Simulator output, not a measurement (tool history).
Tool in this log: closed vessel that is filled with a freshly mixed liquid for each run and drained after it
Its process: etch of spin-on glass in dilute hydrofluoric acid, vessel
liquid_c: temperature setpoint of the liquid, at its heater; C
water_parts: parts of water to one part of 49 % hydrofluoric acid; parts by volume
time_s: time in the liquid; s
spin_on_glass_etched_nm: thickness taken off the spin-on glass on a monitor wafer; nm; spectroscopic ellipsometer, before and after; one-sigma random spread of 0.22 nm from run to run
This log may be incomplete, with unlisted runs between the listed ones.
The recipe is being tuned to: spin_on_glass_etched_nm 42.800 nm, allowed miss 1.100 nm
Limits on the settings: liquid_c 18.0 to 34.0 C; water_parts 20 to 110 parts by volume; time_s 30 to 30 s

{"run": 1, "day": 0.0, "liquid_c": 26.0, "water_parts": 60, "time_s": 30, "spin_on_glass_etched_nm": 23.231}
{"run": 2, "day": 0.267, "liquid_c": 26.0, "water_parts": 50, "time_s": 30, "spin_on_glass_etched_nm": 28.247}
{"run": 3, "day": 0.325, "liquid_c": 26.0, "water_parts": 70, "time_s": 30, "spin_on_glass_etched_nm": 19.554}
{"run": 4, "day": 0.654, "liquid_c": 29.0, "water_parts": 70, "time_s": 30, "spin_on_glass_etched_nm": 22.083}
{"run": 5, "day": 0.708, "liquid_c": 29.0, "water_parts": 70, "time_s": 30, "spin_on_glass_etched_nm": 21.87}
{"run": 6, "day": 0.796, "liquid_c": 29.5, "water_parts": 65, "time_s": 30, "spin_on_glass_etched_nm": 24.605}
{"run": 7, "day": 1.05, "liquid_c": 29.5, "water_parts": 65, "time_s": 30, "spin_on_glass_etched_nm": 24.381}
{"run": 8, "day": 1.3, "liquid_c": 30.0, "water_parts": 60, "time_s": 30, "spin_on_glass_etched_nm": 27.147}
{"run": 9, "day": 1.671, "liquid_c": 34.0, "water_parts": 40, "time_s": 30, "spin_on_glass_etched_nm": 49.401}
{"run": 10, "day": 1.817, "liquid_c": 33.5, "water_parts": 40, "time_s": 30, "spin_on_glass_etched_nm": 47.816}
{"run": 11, "day": 2.071, "liquid_c": 33.0, "water_parts": 40, "time_s": 30, "spin_on_glass_etched_nm": 47.396}
{"run": 12, "day": 2.425, "liquid_c": 32.5, "water_parts": 40, "time_s": 30, "spin_on_glass_etched_nm": 46.368}
{"run": 13, "day": 2.671, "liquid_c": 31.5, "water_parts": 40, "time_s": 30, "spin_on_glass_etched_nm": 44.459}

Exercise: of the 4 proposed moves below, exactly one satisfies all targets within the stated allowed misses. Which move is it?
{"run": "A", "day": 2.917, "liquid_c": 32.0, "water_parts": 45, "time_s": 30, "spin_on_glass_etched_nm": "?"}
{"run": "B", "day": 2.917, "liquid_c": 28.5, "water_parts": 40, "time_s": 30, "spin_on_glass_etched_nm": "?"}
{"run": "C", "day": 2.917, "liquid_c": 34.0, "water_parts": 45, "time_s": 30, "spin_on_glass_etched_nm": "?"}
{"run": "D", "day": 2.917, "liquid_c": 32.5, "water_parts": 45, "time_s": 30, "spin_on_glass_etched_nm": "?"}

move=A spin_on_glass_etched_nm=39.850
move=B spin_on_glass_etched_nm=39.432
move=C spin_on_glass_etched_nm=43.002
move=D spin_on_glass_etched_nm=40.620
A: carries the result that was furthest off beyond its target, to the other side
B: carries the result that was furthest off beyond its target, to the other side
C: all results in spec
D: carries the result that was furthest off beyond its target, to the other side
The right move is C.
